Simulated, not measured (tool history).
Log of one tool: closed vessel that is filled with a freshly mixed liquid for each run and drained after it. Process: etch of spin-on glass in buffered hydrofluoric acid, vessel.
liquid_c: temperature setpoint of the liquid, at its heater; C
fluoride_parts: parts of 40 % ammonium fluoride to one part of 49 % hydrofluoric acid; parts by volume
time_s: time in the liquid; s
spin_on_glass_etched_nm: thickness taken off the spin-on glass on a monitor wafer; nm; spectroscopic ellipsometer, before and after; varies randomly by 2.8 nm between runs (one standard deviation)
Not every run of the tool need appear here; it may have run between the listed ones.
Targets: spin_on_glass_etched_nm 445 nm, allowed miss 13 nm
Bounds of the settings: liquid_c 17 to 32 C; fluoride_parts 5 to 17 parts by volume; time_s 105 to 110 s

run	hour	liquid_c	fluoride_parts	time_s	spin_on_glass_etched_nm
1	0	24	10.5	105	287.87
2	3.6	24	10.5	110	294.62
3	6.9	26	10.5	110	331.92
4	11.5	26	10.5	105	319.96
5	13.4	29	10.5	105	371.73
6	22.2	30	10.5	105	399.25
7	28.2	30.5	10.5	105	411.98
8	35.4	31	10.5	105	418.76
9	40.2	31.5	10.5	105	427.4

Pick the move, out of 4, that brings all results within their allowed miss; only one does.
A	45	31	9.5	110	?
B	45	31	11	110	?
C	45	32	10	110	?
D	45	32	11	110	?

move	spin_on_glass_etched_nm
A	470.63
B	415.37
C	480.26
D	437.77
A: takes the result that was furthest off past its target
B: moves away from the targets compared with the last run
C: takes the result that was furthest off past its target
D: all results in spec
So the answer is move D, the one that meets all the targets.
